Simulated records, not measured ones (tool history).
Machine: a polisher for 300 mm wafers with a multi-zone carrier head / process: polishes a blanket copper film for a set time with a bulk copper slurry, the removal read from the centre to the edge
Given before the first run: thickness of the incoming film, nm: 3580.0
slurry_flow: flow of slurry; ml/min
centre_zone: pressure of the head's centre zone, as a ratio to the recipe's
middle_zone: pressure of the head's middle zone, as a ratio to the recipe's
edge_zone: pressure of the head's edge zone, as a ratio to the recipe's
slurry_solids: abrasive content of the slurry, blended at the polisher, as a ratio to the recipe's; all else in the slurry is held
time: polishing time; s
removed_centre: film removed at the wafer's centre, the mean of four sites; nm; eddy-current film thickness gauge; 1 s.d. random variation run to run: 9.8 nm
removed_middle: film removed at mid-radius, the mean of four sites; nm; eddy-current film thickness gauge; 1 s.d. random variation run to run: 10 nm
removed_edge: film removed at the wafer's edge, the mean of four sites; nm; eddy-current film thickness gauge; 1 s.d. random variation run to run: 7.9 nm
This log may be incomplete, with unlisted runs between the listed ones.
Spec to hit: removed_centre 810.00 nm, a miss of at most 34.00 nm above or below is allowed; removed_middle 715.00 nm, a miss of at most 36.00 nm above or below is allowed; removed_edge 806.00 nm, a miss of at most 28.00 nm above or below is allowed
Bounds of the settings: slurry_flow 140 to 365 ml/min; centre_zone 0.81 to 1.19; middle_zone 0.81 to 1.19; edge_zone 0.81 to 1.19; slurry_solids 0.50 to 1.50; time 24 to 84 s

run	day	slurry_flow	centre_zone	middle_zone	edge_zone	slurry_solids	time	removed_centre	removed_middle	removed_edge
1	0.000	235	1.00	1.00	1.00	1.00	54	525.58	545.93	542.00
2	0.046	235	1.00	1.00	1.00	1.00	67	654.06	679.08	670.76
3	0.333	205	1.00	1.00	1.00	1.00	67	647.83	658.33	663.60
4	0.583	205	1.07	1.00	1.00	1.00	67	690.99	669.55	648.46
# day 0.888: worn pad replaced by a new one
5	0.888	205	1.07	1.00	1.05	1.00	67	774.77	757.64	760.72
6	1.158	205	1.07	0.98	1.05	1.00	67	787.54	737.22	763.86
7	1.429	205	1.07	0.97	1.05	1.00	67	792.20	753.02	771.00
8	1.525	200	1.06	0.95	1.05	1.00	67	780.84	719.29	766.25

Which of these 5 next moves meets every target?
A	1.621	220	1.10	1.08	0.99	1.20	60	?	?	?
B	1.621	195	1.10	1.00	1.03	1.05	66	?	?	?
C	1.621	175	1.19	1.01	1.05	0.55	75	?	?	?
D	1.621	165	1.11	0.94	1.14	1.10	67	?	?	?
E	1.621	270	1.10	1.00	1.01	1.25	61	?	?	?

move	removed_centre	removed_middle	removed_edge
A	763.61	748.51	703.59
B	798.39	734.96	755.93
C	830.14	713.08	737.77
D	801.66	696.74	800.87
E	805.12	737.58	743.66
A: its largest miss is bigger than the last run's
B: its largest miss is bigger than the last run's
C: its largest miss is bigger than the last run's
D: each result inside its tolerance
E: its largest miss is bigger than the last run's
The right move is D.
